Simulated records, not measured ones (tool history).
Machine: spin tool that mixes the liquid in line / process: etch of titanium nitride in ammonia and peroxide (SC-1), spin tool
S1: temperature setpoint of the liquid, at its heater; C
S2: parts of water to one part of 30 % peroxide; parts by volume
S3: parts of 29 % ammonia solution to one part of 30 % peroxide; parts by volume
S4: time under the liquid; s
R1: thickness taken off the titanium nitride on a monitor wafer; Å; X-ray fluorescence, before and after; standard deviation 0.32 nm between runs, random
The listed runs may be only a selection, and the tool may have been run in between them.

run    day    S1  S2   S3   S4      R1
  1  0.000  58.0  26  0.9  320  198.62
  2  0.225  58.0  26  0.9  320  200.10
  3  0.558  58.0  26  0.9  340  211.64
  4  0.583  51.5  26  0.9  340  135.59
  5  0.658  55.0  26  0.9  340  171.52
  6  1.029  58.0  26  0.9  340  208.19
  7  1.075  60.5  26  0.9  340  248.44
  8  1.362  62.5  26  0.9  340  283.31

Estimate the outcome of run 9 from the log above:
  9  1.621  69.5  26  0.9  340   ?

{"run 9": {"R1": 444.65}}
